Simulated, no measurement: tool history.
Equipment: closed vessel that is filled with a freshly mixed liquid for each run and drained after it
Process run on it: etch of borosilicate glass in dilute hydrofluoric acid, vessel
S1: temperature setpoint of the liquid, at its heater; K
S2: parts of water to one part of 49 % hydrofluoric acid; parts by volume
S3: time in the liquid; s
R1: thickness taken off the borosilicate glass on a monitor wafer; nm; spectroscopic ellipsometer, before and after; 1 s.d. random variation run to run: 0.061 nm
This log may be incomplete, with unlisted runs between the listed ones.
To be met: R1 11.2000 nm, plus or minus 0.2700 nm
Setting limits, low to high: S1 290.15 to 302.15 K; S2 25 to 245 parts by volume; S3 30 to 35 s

run	day	S1	S2	S3	R1
1	0.000	294.15	135	35	8.5398
2	0.171	290.65	135	35	7.4059
3	0.317	293.65	135	35	8.3325
4	0.596	293.65	185	35	5.7897
5	0.646	296.15	170	35	7.0134
6	0.950	295.15	170	35	6.7288
7	1.079	295.15	170	35	6.6771
8	1.408	295.15	170	35	6.7431
9	1.579	297.15	160	35	7.9284
10	1.667	298.65	155	35	8.6445
11	1.921	299.65	150	35	9.3187
12	2.296	300.15	145	35	9.8949
13	2.396	300.65	145	35	10.1050
14	2.512	301.15	145	35	10.2370
15	2.600	301.65	145	35	10.4130

Next run, 5 choices. One meets every target within its allowed miss, the rest don't. Which?
A	2.688	302.15	130	35	?
B	2.688	302.15	130	30	?
C	2.688	301.15	135	35	?
D	2.688	299.65	135	35	?
E	2.688	302.15	145	35	?

move	R1
A	12.1930
B	10.4510
C	11.2420
D	10.6280
E	10.7200
A: the result that was furthest off in the last run now lies on the other side of its target
B: roughly where the last run was
C: all results land within tolerance of their targets
D: better than the last run, though not everything is in spec
E: better than the last run, though not everything is in spec
Answer: C
